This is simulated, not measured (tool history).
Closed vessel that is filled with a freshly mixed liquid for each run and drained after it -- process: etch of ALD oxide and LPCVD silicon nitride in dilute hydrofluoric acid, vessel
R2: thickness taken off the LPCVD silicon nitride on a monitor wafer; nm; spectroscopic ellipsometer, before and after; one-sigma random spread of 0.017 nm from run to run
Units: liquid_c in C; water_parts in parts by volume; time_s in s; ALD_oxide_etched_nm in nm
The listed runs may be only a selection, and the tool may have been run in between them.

run 1 hour=0 | liquid_c=22 water_parts=255 time_s=725 | ALD_oxide_etched_nm=37.334 R2=1.4462
run 2 hour=3 | liquid_c=24 water_parts=255 time_s=725 | ALD_oxide_etched_nm=40.412 R2=1.6309
run 3 hour=12.1 | liquid_c=24 water_parts=180 time_s=725 | ALD_oxide_etched_nm=61.757 R2=2.3465
run 4 hour=17.3 | liquid_c=24 water_parts=180 time_s=910 | ALD_oxide_etched_nm=77.704 R2=2.8853
run 5 hour=22.8 | liquid_c=24 water_parts=240 time_s=910 | ALD_oxide_etched_nm=54.963 R2=2.1859
run 6 hour=29.4 | liquid_c=24 water_parts=195 time_s=910 | ALD_oxide_etched_nm=70.82 R2=2.6171
run 7 hour=35 | liquid_c=22.5 water_parts=225 time_s=900 | ALD_oxide_etched_nm=55.476 R2=2.098
run 8 hour=38 | liquid_c=21.5 water_parts=245 time_s=885 | ALD_oxide_etched_nm=47.634 R2=1.7032
run 9 hour=43.6 | liquid_c=17.5 water_parts=350 time_s=865 | ALD_oxide_etched_nm=25.442 R2=0.91911
run 10 hour=50.9 | liquid_c=17.5 water_parts=350 time_s=855 | ALD_oxide_etched_nm=25.233 R2=0.89033
run 11 hour=54.9 | liquid_c=17.5 water_parts=350 time_s=845 | ALD_oxide_etched_nm=24.907 R2=0.91787
run 12 hour=60.4 | liquid_c=17.5 water_parts=345 time_s=835 | ALD_oxide_etched_nm=25.126 R2=0.89649
run 13 hour=64.7 | liquid_c=17.5 water_parts=340 time_s=825 | ALD_oxide_etched_nm=25.285 R2=0.91645
run 14 hour=73.3 | liquid_c=17 water_parts=325 time_s=755 | ALD_oxide_etched_nm=24.259 R2=0.84277
run 15 hour=77.2 | liquid_c=17 water_parts=320 time_s=745 | ALD_oxide_etched_nm=24.327 R2=0.83918
run 16 hour=82.5 | liquid_c=17 water_parts=315 time_s=735 | ALD_oxide_etched_nm=24.407 R2=0.81666
run 17 hour=86 | liquid_c=17 water_parts=310 time_s=720 | ALD_oxide_etched_nm=24.464 R2=0.81278

Run 18 has not been measured yet. What should we expect?
run 18 hour=94.9 | liquid_c=17 water_parts=305 time_s=705 | ALD_oxide_etched_nm=? R2=?

Run 18 gave ALD_oxide_etched_nm 24.04 nm, R2 0.83702 nm.
